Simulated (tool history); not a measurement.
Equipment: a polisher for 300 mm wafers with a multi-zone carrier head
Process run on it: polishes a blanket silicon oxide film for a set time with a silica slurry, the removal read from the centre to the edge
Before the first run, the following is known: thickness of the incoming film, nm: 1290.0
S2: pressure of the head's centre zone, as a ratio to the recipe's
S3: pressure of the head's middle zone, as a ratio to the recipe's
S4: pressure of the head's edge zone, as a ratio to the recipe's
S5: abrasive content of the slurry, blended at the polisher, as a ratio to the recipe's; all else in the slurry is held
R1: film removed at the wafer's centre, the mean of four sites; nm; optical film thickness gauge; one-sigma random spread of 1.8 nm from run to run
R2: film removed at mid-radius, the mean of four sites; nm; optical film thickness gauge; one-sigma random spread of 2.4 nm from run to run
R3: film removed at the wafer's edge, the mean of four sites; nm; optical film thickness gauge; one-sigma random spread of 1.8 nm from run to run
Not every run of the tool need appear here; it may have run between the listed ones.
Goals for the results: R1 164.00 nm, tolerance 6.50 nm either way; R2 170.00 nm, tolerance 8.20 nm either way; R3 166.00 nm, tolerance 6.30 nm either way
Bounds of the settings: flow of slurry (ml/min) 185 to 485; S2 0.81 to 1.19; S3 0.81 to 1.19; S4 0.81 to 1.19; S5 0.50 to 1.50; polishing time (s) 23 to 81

run 1 hour=0.0 | flow_of_slurry_(ml/min)=310 S2=1.00 S3=1.00 S4=1.00 S5=1.00 polishing_time_(s)=52 | R1=120.27 R2=117.55 R3=117.79
run 2 hour=7.3 | flow_of_slurry_(ml/min)=310 S2=1.00 S3=1.00 S4=1.00 S5=0.85 polishing_time_(s)=52 | R1=112.70 R2=107.47 R3=110.10
run 3 hour=10.6 | flow_of_slurry_(ml/min)=310 S2=1.01 S3=1.01 S4=1.03 S5=1.05 polishing_time_(s)=53 | R1=127.77 R2=123.87 R3=122.88
run 4 hour=17.7 | flow_of_slurry_(ml/min)=310 S2=1.00 S3=1.00 S4=1.04 S5=1.20 polishing_time_(s)=54 | R1=133.93 R2=129.87 R3=132.26
run 5 hour=21.7 | flow_of_slurry_(ml/min)=310 S2=1.00 S3=1.00 S4=1.01 S5=1.20 polishing_time_(s)=54 | R1=133.53 R2=132.30 R3=133.44
run 6 hour=24.2 | flow_of_slurry_(ml/min)=310 S2=1.00 S3=1.01 S4=1.01 S5=1.30 polishing_time_(s)=55 | R1=141.90 R2=139.12 R3=138.27
run 7 hour=27.3 | flow_of_slurry_(ml/min)=310 S2=0.99 S3=1.02 S4=1.03 S5=1.35 polishing_time_(s)=56 | R1=142.33 R2=150.40 R3=145.86
run 8 hour=31.6 | flow_of_slurry_(ml/min)=310 S2=1.00 S3=1.02 S4=1.05 S5=1.40 polishing_time_(s)=57 | R1=149.76 R2=148.08 R3=147.70

5 candidate next runs follow, results not yet known. Just one meets every target within its allowed miss. Identify it.
run A hour=35.9 | flow_of_slurry_(ml/min)=300 S2=0.96 S3=0.81 S4=1.17 S5=1.40 polishing_time_(s)=63 | R1=? R2=? R3=?
run B hour=35.9 | flow_of_slurry_(ml/min)=400 S2=1.02 S3=1.12 S4=1.18 S5=1.15 polishing_time_(s)=64 | R1=? R2=? R3=?
run C hour=35.9 | flow_of_slurry_(ml/min)=245 S2=0.82 S3=0.99 S4=1.15 S5=1.30 polishing_time_(s)=68 | R1=? R2=? R3=?
run D hour=35.9 | flow_of_slurry_(ml/min)=345 S2=1.01 S3=0.81 S4=1.13 S5=1.40 polishing_time_(s)=62 | R1=? R2=? R3=?
run E hour=35.9 | flow_of_slurry_(ml/min)=305 S2=1.00 S3=0.86 S4=1.17 S5=1.40 polishing_time_(s)=55 | R1=? R2=? R3=?

move=A R1=160.66 R2=136.34 R3=174.12
move=B R1=165.18 R2=172.15 R3=166.80
move=C R1=141.29 R2=166.24 R3=178.59
move=D R1=168.44 R2=135.62 R3=170.15
move=E R1=146.42 R2=125.15 R3=152.07
A: takes the result that was furthest off past its target
B: all results in spec
C: takes the result that was furthest off past its target
D: meets the target for the result that was furthest off, but another lies outside its allowed miss
E: the biggest miss grows against the last run
Go with B: it meets all targets.

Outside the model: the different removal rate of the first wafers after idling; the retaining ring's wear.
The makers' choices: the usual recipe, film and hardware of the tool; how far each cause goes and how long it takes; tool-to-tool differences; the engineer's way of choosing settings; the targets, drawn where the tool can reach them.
